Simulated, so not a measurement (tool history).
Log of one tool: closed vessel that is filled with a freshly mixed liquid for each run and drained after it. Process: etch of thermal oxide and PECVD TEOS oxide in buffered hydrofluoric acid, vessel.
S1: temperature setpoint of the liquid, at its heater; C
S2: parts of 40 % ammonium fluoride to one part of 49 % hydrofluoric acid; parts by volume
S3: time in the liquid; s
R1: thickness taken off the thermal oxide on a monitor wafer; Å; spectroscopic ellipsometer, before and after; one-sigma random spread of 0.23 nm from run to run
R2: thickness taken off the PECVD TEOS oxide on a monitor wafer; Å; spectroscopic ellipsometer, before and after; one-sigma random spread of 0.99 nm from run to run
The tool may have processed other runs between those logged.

{"run": 1, "day": 0.0, "S1": 22.0, "S2": 10.0, "S3": 60, "R1": 641.64, "R2": 1544.7}
{"run": 2, "day": 0.367, "S1": 22.0, "S2": 9.0, "S3": 60, "R1": 691.9, "R2": 1675.5}
{"run": 3, "day": 0.508, "S1": 21.0, "S2": 9.5, "S3": 60, "R1": 639.76, "R2": 1542.0}
{"run": 4, "day": 0.692, "S1": 21.0, "S2": 9.5, "S3": 45, "R1": 475.87, "R2": 1138.0}
{"run": 5, "day": 1.0, "S1": 21.0, "S2": 9.5, "S3": 60, "R1": 635.23, "R2": 1518.5}
{"run": 6, "day": 1.275, "S1": 20.0, "S2": 10.0, "S3": 60, "R1": 581.84, "R2": 1389.6}
{"run": 7, "day": 1.554, "S1": 19.5, "S2": 10.5, "S3": 60, "R1": 540.83, "R2": 1308.4}
{"run": 8, "day": 1.754, "S1": 19.0, "S2": 10.5, "S3": 60, "R1": 524.76, "R2": 1268.0}

Forecast run 9:
{"run": 9, "day": 1.942, "S1": 18.5, "S2": 10.5, "S3": 60, "R1": "?", "R2": "?"}

Logged for run 9: R1 508.12 Å, R2 1220.2 Å.
